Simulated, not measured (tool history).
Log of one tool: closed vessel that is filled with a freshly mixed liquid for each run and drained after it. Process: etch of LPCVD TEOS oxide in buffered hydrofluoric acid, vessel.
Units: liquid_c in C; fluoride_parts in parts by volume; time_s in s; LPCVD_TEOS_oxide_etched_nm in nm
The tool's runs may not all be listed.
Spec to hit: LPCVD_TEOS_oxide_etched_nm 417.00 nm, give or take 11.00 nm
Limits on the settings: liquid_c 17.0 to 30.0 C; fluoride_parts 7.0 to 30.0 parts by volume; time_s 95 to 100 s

{"run": 1, "day": 0.0, "liquid_c": 22.0, "fluoride_parts": 19.0, "time_s": 95, "LPCVD_TEOS_oxide_etched_nm": 243.79}
{"run": 2, "day": 0.046, "liquid_c": 22.0, "fluoride_parts": 19.0, "time_s": 95, "LPCVD_TEOS_oxide_etched_nm": 239.96}
{"run": 3, "day": 0.262, "liquid_c": 19.0, "fluoride_parts": 19.0, "time_s": 95, "LPCVD_TEOS_oxide_etched_nm": 205.66}
{"run": 4, "day": 0.512, "liquid_c": 20.0, "fluoride_parts": 18.5, "time_s": 95, "LPCVD_TEOS_oxide_etched_nm": 223.45}
{"run": 5, "day": 0.696, "liquid_c": 22.0, "fluoride_parts": 18.5, "time_s": 95, "LPCVD_TEOS_oxide_etched_nm": 247.87}
{"run": 6, "day": 0.775, "liquid_c": 23.0, "fluoride_parts": 18.5, "time_s": 95, "LPCVD_TEOS_oxide_etched_nm": 261.37}
{"run": 7, "day": 1.071, "liquid_c": 27.0, "fluoride_parts": 16.0, "time_s": 95, "LPCVD_TEOS_oxide_etched_nm": 378.78}
{"run": 8, "day": 1.279, "liquid_c": 28.0, "fluoride_parts": 16.0, "time_s": 95, "LPCVD_TEOS_oxide_etched_nm": 402.27}

Which of these 4 next moves meets every target?
{"run": "A", "day": 1.488, "liquid_c": 27.0, "fluoride_parts": 14.5, "time_s": 95, "LPCVD_TEOS_oxide_etched_nm": "?"}
{"run": "B", "day": 1.488, "liquid_c": 28.5, "fluoride_parts": 15.5, "time_s": 100, "LPCVD_TEOS_oxide_etched_nm": "?"}
{"run": "C", "day": 1.488, "liquid_c": 27.5, "fluoride_parts": 14.0, "time_s": 95, "LPCVD_TEOS_oxide_etched_nm": "?"}
{"run": "D", "day": 1.488, "liquid_c": 30.0, "fluoride_parts": 19.0, "time_s": 100, "LPCVD_TEOS_oxide_etched_nm": "?"}

move=A LPCVD_TEOS_oxide_etched_nm=413.11
move=B LPCVD_TEOS_oxide_etched_nm=441.23
move=C LPCVD_TEOS_oxide_etched_nm=439.16
move=D LPCVD_TEOS_oxide_etched_nm=391.09
A: every result lands within tolerance
B: the result that was furthest off in the last run now lies on the other side of its target
C: the result that was furthest off in the last run now lies on the other side of its target
D: its largest miss is bigger than the last run's
A meets every target.
